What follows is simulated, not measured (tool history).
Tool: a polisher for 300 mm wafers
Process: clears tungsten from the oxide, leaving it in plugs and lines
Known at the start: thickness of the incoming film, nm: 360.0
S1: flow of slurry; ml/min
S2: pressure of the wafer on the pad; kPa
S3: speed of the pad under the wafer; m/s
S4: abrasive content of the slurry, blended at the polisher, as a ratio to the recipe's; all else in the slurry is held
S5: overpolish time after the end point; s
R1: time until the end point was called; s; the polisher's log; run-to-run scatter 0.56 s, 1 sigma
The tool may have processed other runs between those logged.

{"run": 1, "hour": 0.0, "S1": 240, "S2": 17.9, "S3": 1.1, "S4": 1, "S5": 41, "R1": 89.662}
{"run": 2, "hour": 1.3, "S1": 290, "S2": 17.9, "S3": 1.1, "S4": 1, "S5": 41, "R1": 86.453}
{"run": 3, "hour": 7.7, "S1": 290, "S2": 20.7, "S3": 1.1, "S4": 1, "S5": 41, "R1": 75.592}
{"run": 4, "hour": 12.4, "S1": 290, "S2": 20.7, "S3": 0.94, "S4": 1, "S5": 41, "R1": 85.765}
{"run": 5, "hour": 19.5, "S1": 290, "S2": 20.7, "S3": 0.94, "S4": 1, "S5": 44, "R1": 86.736}
{"run": 6, "hour": 25.6, "S1": 290, "S2": 20.7, "S3": 0.94, "S4": 0.9, "S5": 44, "R1": 88.863}
{"run": 7, "hour": 26.7, "S1": 290, "S2": 21.4, "S3": 0.94, "S4": 0.9, "S5": 44, "R1": 84.907}

The next listed run, before its measurement:
{"hour": 29.4, "done": "slurry nozzle cleaned"}
{"run": 8, "hour": 29.4, "S1": 290, "S2": 22.1, "S3": 0.94, "S4": 0.9, "S5": 44, "R1": "?"}

R1: 79.259 s
